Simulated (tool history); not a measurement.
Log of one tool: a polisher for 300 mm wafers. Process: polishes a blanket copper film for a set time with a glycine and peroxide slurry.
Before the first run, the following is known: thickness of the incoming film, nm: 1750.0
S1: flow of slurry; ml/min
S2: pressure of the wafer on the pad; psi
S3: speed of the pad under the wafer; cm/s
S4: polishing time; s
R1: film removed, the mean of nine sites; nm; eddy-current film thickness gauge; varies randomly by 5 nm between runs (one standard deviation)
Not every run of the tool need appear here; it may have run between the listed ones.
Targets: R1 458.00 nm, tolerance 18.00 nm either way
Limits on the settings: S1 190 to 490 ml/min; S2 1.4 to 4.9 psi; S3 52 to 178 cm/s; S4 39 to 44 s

run    day   S1   S2   S3  S4      R1
  1  0.000  315  3.1  114  44  305.32
  2  0.250  315  3.1  128  44  332.91
  3  0.300  315  3.3  128  44  353.65
  4  0.483  315  3.3  128  44  356.88
  5  0.550  315  3.4  128  44  362.46
  6  0.892  315  3.5  128  44  379.93
  7  1.121  315  3.6  128  44  379.98
  8  1.392  315  3.7  128  44  388.67
  9  1.425  315  3.8  128  44  402.48
 10  1.571  315  3.9  128  44  407.59

Which of these 4 next moves meets every target?
  A  1.717  310  4.1  130  43   ?
  B  1.717  260  3.4  150  44   ?
  C  1.717  310  3.6  154  44   ?
  D  1.717  225  3.8  140  44   ?

move      R1
   A  422.19
   B  409.34
   C  447.62
   D  419.64
A: an improvement on the last run, though not all results are within tolerance
B: as far off as the last run
C: all results in spec
D: an improvement on the last run, though not all results are within tolerance
Correct choice: C, which meets every target
